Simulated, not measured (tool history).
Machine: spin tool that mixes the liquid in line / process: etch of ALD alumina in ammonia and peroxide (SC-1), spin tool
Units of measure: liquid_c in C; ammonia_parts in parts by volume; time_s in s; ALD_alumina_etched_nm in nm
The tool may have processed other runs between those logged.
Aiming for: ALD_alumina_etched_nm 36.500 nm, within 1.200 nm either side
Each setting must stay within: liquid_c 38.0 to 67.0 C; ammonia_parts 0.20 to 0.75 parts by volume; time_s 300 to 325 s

run,hour,liquid_c,ammonia_parts,time_s,ALD_alumina_etched_nm
1,0.0,51.0,0.45,300,28.231
2,4.0,52.0,0.45,300,29.895
3,6.4,52.5,0.45,300,30.728
4,13.8,53.0,0.45,300,30.572
5,21.9,53.5,0.45,300,31.868
6,24.9,46.5,0.45,300,21.394
7,33.1,54.5,0.45,300,34.236
8,40.8,55.0,0.45,300,34.993

Which one of the following 4 next-run settings gets every result inside its allowed miss? There is exactly one.
A,48.5,56.0,0.50,300,?
B,48.5,54.5,0.50,300,?
C,48.5,53.5,0.50,300,?
D,48.5,57.0,0.70,300,?

move,ALD_alumina_etched_nm
A,36.698
B,33.891
C,32.125
D,39.933
A: meets every target
B: its largest miss is bigger than the last run's
C: its largest miss is bigger than the last run's
D: pushes the last run's worst result past its target
The right move is A.
